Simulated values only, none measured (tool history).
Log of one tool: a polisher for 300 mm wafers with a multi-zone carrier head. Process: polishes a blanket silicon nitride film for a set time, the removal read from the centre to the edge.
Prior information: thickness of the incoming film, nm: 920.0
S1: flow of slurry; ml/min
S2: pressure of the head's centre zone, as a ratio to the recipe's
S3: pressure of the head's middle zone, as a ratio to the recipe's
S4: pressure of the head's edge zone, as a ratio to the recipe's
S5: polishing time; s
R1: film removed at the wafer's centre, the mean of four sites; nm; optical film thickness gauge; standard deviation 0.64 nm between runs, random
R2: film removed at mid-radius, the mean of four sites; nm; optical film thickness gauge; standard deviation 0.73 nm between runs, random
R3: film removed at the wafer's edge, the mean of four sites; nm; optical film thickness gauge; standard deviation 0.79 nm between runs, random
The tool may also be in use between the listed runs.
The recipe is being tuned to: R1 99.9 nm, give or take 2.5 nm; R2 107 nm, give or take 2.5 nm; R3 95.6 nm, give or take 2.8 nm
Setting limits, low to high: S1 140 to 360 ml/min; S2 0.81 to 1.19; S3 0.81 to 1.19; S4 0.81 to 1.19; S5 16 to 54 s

run,hour,S1,S2,S3,S4,S5,R1,R2,R3
1,0,230,1,1,1,35,79.341,81.009,79.146
2,3,250,1.03,1.06,1.05,36,84.38,86.807,84.11
3,9.7,250,1.03,1.06,1.1,36,85.087,86.939,86.144
4,18.5,265,1.05,1.1,1.1,37,89.67,92.479,89.58
5,19.2,265,1.05,1.1,1.1,45,109.5,112.66,107.75
6,25,265,1.05,1.1,1.1,52,127.6,129.37,125.58
7,29.3,265,1.05,1.1,1.1,52,125.84,131.25,123.19
8,32.3,245,1.02,1.06,1.02,51,119.41,123.84,117.14
9,35.2,230,1,1.04,0.96,50,113.46,117.28,110.91

Consider the 4 candidate settings below. Which is the only one whose results all fall within their allowed miss of target?
A,38.1,260,1.09,1.19,0.81,42,?,?,?
B,38.1,240,0.96,1.02,0.81,46,?,?,?
C,38.1,250,0.92,1.08,0.81,45,?,?,?
D,38.1,240,1.09,1.1,0.9,41,?,?,?

move,R1,R2,R3
A,105.98,113.03,89.905
B,101.05,109,98.027
C,95.206,111.92,96.151
D,102.41,102.86,90.809
A: the result that was furthest off in the last run now lies on the other side of its target
B: every result within its allowed miss
C: the furthest-off result lands on target, but another misses its tolerance
D: the result that was furthest off in the last run now lies on the other side of its target
B meets every target.

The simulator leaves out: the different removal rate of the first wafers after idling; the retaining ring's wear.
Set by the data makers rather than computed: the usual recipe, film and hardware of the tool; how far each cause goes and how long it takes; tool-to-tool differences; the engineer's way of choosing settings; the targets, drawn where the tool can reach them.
